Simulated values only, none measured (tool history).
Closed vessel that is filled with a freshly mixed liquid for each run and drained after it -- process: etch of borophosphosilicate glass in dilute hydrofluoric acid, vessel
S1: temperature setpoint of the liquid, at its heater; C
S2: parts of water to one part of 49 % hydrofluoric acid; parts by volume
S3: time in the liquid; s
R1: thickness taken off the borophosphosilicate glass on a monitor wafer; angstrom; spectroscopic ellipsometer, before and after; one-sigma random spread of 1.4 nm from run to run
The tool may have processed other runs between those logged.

{"run": 1, "day": 0.0, "S1": 22, "S2": 40, "S3": 95, "R1": 1498.3}
{"run": 2, "day": 0.079, "S1": 24, "S2": 35, "S3": 95, "R1": 1886.6}
{"run": 3, "day": 0.408, "S1": 25.5, "S2": 35, "S3": 95, "R1": 2001.8}
{"run": 4, "day": 0.55, "S1": 26.5, "S2": 35, "S3": 95, "R1": 2107.1}
{"run": 5, "day": 0.821, "S1": 26.5, "S2": 40, "S3": 95, "R1": 1807.2}
{"day": 1.167, "done": "thermometer replaced"}
{"run": 6, "day": 1.167, "S1": 26.5, "S2": 50, "S3": 95, "R1": 1544.1}
{"run": 7, "day": 1.362, "S1": 27.5, "S2": 45, "S3": 95, "R1": 1797.6}
{"run": 8, "day": 1.667, "S1": 27.5, "S2": 45, "S3": 95, "R1": 1805.9}
{"run": 9, "day": 2.029, "S1": 28, "S2": 40, "S3": 95, "R1": 2051.5}

Estimate the outcome of run 10 from the log above:
{"run": 10, "day": 2.304, "S1": 28.5, "S2": 35, "S3": 95, "R1": "?"}

{"run 10": {"R1": 2430.5}}

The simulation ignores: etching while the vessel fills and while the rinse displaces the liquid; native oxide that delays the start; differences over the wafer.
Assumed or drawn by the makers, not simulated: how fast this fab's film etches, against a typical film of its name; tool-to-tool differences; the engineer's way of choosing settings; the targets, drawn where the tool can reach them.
